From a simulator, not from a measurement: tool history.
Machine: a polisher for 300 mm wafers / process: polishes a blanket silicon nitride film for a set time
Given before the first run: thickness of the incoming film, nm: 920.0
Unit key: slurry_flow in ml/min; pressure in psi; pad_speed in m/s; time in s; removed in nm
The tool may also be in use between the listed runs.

Run 1, hour 0.0: slurry_flow 205 ml/min, pressure 4.5 psi, pad_speed 1.22 m/s, time 83 s. Result: removed 158.17 nm.
Run 2, hour 3.0: slurry_flow 205 ml/min, pressure 4.5 psi, pad_speed 1.22 m/s, time 88 s. Result: removed 166.63 nm.
Run 3, hour 5.0: slurry_flow 205 ml/min, pressure 4.9 psi, pad_speed 1.22 m/s, time 88 s. Result: removed 183.66 nm.
Run 4, hour 12.3: slurry_flow 205 ml/min, pressure 4.6 psi, pad_speed 1.22 m/s, time 88 s. Result: removed 176.55 nm.
Run 5, hour 13.1: slurry_flow 205 ml/min, pressure 4.3 psi, pad_speed 1.22 m/s, time 88 s. Result: removed 163.45 nm.
Run 6, hour 17.1: slurry_flow 205 ml/min, pressure 4.3 psi, pad_speed 1.22 m/s, time 88 s. Result: removed 162.68 nm.
At hour 25.0: worn pad replaced by a new one.
Run 7, hour 25.0: slurry_flow 205 ml/min, pressure 4.3 psi, pad_speed 1.22 m/s, time 88 s. Result: removed 178.35 nm.
Run 8, hour 28.3: slurry_flow 205 ml/min, pressure 3.9 psi, pad_speed 1.16 m/s, time 88 s. Result: removed 156.43 nm.
Run 9, hour 29.9: slurry_flow 205 ml/min, pressure 3.7 psi, pad_speed 1.16 m/s, time 88 s. Result: removed 150.57 nm.

Estimate the outcome of run 10 from the log above:
Run 10, hour 38.1: slurry_flow 205 ml/min, pressure 3.7 psi, pad_speed 1.16 m/s, time 88 s. Result: removed ?.

Run 10 came out at removed 150.25 nm.
